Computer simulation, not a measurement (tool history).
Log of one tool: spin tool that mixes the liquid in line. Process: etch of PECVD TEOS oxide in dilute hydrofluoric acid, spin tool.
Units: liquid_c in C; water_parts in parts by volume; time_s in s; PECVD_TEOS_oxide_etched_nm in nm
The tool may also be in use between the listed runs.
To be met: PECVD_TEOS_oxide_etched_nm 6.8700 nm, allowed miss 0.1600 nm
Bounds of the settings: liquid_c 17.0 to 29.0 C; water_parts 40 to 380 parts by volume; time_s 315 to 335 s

| run | day | liquid_c | water_parts | time_s | PECVD_TEOS_oxide_etched_nm |
|---|---|---|---|---|---|
| 1 | 0.000 | 21.0 | 210 | 315 | 9.8511 |
| 2 | 0.100 | 20.0 | 220 | 315 | 9.0584 |
| 3 | 0.129 | 18.5 | 220 | 315 | 8.5254 |
| 4 | 0.342 | 18.0 | 230 | 315 | 7.8305 |
| 5 | 0.454 | 18.0 | 175 | 315 | 10.9100 |
| 6 | 0.762 | 17.5 | 195 | 315 | 9.3046 |
| 7 | 0.933 | 17.5 | 195 | 315 | 9.2700 |
| 8 | 1.092 | 17.5 | 210 | 315 | 8.6914 |
| 9 | 1.433 | 17.5 | 220 | 315 | 8.1482 |
| 10 | 1.679 | 17.5 | 225 | 315 | 7.9466 |
| 11 | 1.900 | 17.5 | 230 | 315 | 7.7212 |
| 12 | 2.196 | 17.5 | 235 | 315 | 7.4833 |
| 13 | 2.371 | 17.5 | 240 | 315 | 7.3680 |
| 14 | 2.608 | 17.5 | 245 | 315 | 7.2220 |

5 next moves are on the table. One of them brings every result within its allowed miss. Which?
| A | 2.846 | 17.0 | 240 | 330 | ? |
| B | 2.846 | 17.5 | 235 | 315 | ? |
| C | 2.846 | 17.0 | 245 | 335 | ? |
| D | 2.846 | 17.0 | 250 | 330 | ? |
| E | 2.846 | 18.0 | 270 | 335 | ? |

| move | PECVD_TEOS_oxide_etched_nm |
|---|---|
| A | 7.5351 |
| B | 7.5235 |
| C | 7.4603 |
| D | 7.1706 |
| E | 6.8827 |
A: further off than the last run
B: further off than the last run
C: further off than the last run
D: nearer than the last run, and not there yet
E: meets every target
Move E is the one to make.
